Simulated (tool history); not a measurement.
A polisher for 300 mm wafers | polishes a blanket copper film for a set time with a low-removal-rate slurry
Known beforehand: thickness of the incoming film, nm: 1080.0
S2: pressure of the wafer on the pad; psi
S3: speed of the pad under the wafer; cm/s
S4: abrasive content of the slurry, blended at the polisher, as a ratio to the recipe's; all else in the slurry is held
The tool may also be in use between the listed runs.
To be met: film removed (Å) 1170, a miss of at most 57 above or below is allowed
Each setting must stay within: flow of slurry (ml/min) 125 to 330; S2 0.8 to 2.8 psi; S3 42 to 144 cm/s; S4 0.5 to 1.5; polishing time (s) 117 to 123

run 1 day=0 | flow_of_slurry_(ml/min)=210 S2=1.8 S3=92 S4=1 polishing_time_(s)=117 | film_removed_(Å)=1661.2
run 2 day=0.358 | flow_of_slurry_(ml/min)=210 S2=1.7 S3=92 S4=1 polishing_time_(s)=117 | film_removed_(Å)=1646.4
run 3 day=0.671 | flow_of_slurry_(ml/min)=210 S2=1.7 S3=108 S4=1 polishing_time_(s)=117 | film_removed_(Å)=1799
run 4 day=0.967 | flow_of_slurry_(ml/min)=210 S2=2 S3=108 S4=1 polishing_time_(s)=117 | film_removed_(Å)=2111.6
run 5 day=1.008 | flow_of_slurry_(ml/min)=210 S2=1.9 S3=108 S4=1 polishing_time_(s)=117 | film_removed_(Å)=2101.3
run 6 day=1.088 | flow_of_slurry_(ml/min)=210 S2=2.1 S3=108 S4=1 polishing_time_(s)=117 | film_removed_(Å)=2232.8
run 7 day=1.254 | flow_of_slurry_(ml/min)=210 S2=2 S3=108 S4=1 polishing_time_(s)=117 | film_removed_(Å)=2137.4
run 8 day=1.608 | flow_of_slurry_(ml/min)=210 S2=1.5 S3=102 S4=1 polishing_time_(s)=117 | film_removed_(Å)=1526.6
run 9 day=1.646 | flow_of_slurry_(ml/min)=210 S2=1.3 S3=100 S4=1 polishing_time_(s)=117 | film_removed_(Å)=1332.9
run 10 day=1.758 | flow_of_slurry_(ml/min)=210 S2=1.2 S3=100 S4=1 polishing_time_(s)=117 | film_removed_(Å)=1223.5

Which of these 5 next moves meets every target?
run A day=1.871 | flow_of_slurry_(ml/min)=255 S2=1.4 S3=92 S4=0.85 polishing_time_(s)=117 | film_removed_(Å)=?
run B day=1.871 | flow_of_slurry_(ml/min)=195 S2=1.1 S3=120 S4=1.05 polishing_time_(s)=121 | film_removed_(Å)=?
run C day=1.871 | flow_of_slurry_(ml/min)=220 S2=1 S3=128 S4=0.9 polishing_time_(s)=123 | film_removed_(Å)=?
run D day=1.871 | flow_of_slurry_(ml/min)=205 S2=1.2 S3=108 S4=1 polishing_time_(s)=117 | film_removed_(Å)=?
run E day=1.871 | flow_of_slurry_(ml/min)=225 S2=1.1 S3=98 S4=0.9 polishing_time_(s)=121 | film_removed_(Å)=?

move=A film_removed_(Å)=1338
move=B film_removed_(Å)=1360.8
move=C film_removed_(Å)=1313.9
move=D film_removed_(Å)=1311.6
move=E film_removed_(Å)=1148.4
A: the biggest miss grows against the last run
B: the biggest miss grows against the last run
C: the biggest miss grows against the last run
D: the biggest miss grows against the last run
E: every result within its allowed miss
Move E is the one to make.
